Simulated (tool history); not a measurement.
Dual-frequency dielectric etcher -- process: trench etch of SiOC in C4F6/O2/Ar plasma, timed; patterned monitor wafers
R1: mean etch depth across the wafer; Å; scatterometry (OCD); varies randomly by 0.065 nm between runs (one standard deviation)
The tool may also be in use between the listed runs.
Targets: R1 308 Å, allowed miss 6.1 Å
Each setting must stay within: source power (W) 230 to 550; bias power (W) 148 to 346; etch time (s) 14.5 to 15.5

Run 1, hour 0: source power (W) 390, bias power (W) 247, etch time (s) 14.5. Result: R1 334.12 Å.
Run 2, hour 8.2: source power (W) 390, bias power (W) 247, etch time (s) 15.5. Result: R1 356.73 Å.
Run 3, hour 14.7: source power (W) 360, bias power (W) 247, etch time (s) 15.5. Result: R1 350.1 Å.
Run 4, hour 21.2: source power (W) 360, bias power (W) 226, etch time (s) 15.5. Result: R1 342.5 Å.
Run 5, hour 25.1: source power (W) 340, bias power (W) 222, etch time (s) 15.5. Result: R1 334.29 Å.
Run 6, hour 31.9: source power (W) 320, bias power (W) 219, etch time (s) 15.5. Result: R1 328.09 Å.
Run 7, hour 39.2: source power (W) 310, bias power (W) 216, etch time (s) 15.5. Result: R1 323.64 Å.
Run 8, hour 47.7: source power (W) 300, bias power (W) 214, etch time (s) 15.5. Result: R1 320.3 Å.
Run 9, hour 53.4: source power (W) 290, bias power (W) 212, etch time (s) 15.5. Result: R1 315.88 Å.

Which single option among these 4 for the next run brings every result within its allowed miss of target? Just one does.
Run A, hour 59.1: source power (W) 340, bias power (W) 215, etch time (s) 15.5. Result: R1 ?.
Run B, hour 59.1: source power (W) 300, bias power (W) 233, etch time (s) 14.5. Result: R1 ?.
Run C, hour 59.1: source power (W) 310, bias power (W) 197, etch time (s) 15.5. Result: R1 ?.
Run D, hour 59.1: source power (W) 340, bias power (W) 214, etch time (s) 15.5. Result: R1 ?.

move      R1
   A  332.67
   B  305.77
   C  317.45
   D  332.31
A: further off than the last run
B: meets every target
C: further off than the last run
D: further off than the last run
The right move is B.
